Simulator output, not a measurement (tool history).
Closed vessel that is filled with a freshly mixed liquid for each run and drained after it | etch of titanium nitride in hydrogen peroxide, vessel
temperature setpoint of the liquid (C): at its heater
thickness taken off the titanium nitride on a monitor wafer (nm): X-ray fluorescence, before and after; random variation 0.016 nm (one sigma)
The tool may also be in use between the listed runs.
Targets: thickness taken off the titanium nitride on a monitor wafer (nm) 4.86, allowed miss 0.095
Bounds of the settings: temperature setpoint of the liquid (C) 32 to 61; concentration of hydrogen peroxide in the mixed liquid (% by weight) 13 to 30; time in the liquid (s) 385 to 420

run	hour	temperature setpoint of the liquid (C)	concentration of hydrogen peroxide in the mixed liquid (% by weight)	time in the liquid (s)	thickness taken off the titanium nitride on a monitor wafer (nm)
1	0	45	25	385	12.867
2	5.4	40.5	25	385	9.1202
3	6.9	37.5	25	385	7.2508
4	15.8	37.5	25	385	7.2426
5	19	37.5	22.5	385	7.0736
6	21.7	36	22.5	385	6.3031
7	25.5	35	22.5	385	5.8346
8	27.1	34	22.5	385	5.3722
9	28.8	33.5	22.5	385	5.1453

4 next moves are on the table. One of them brings every result within its allowed miss. Which?
A	30.5	34	16.5	395	?
B	30.5	32.5	19.5	385	?
C	30.5	33	23.5	420	?
D	30.5	33	21	385	?

move	thickness taken off the titanium nitride on a monitor wafer (nm)
A	5.1087
B	4.5737
C	5.4077
D	4.8381
A: nearer than the last run, and not there yet
B: takes the result that was furthest off past its target
C: further off than the last run
D: meets every target
The right move is D.
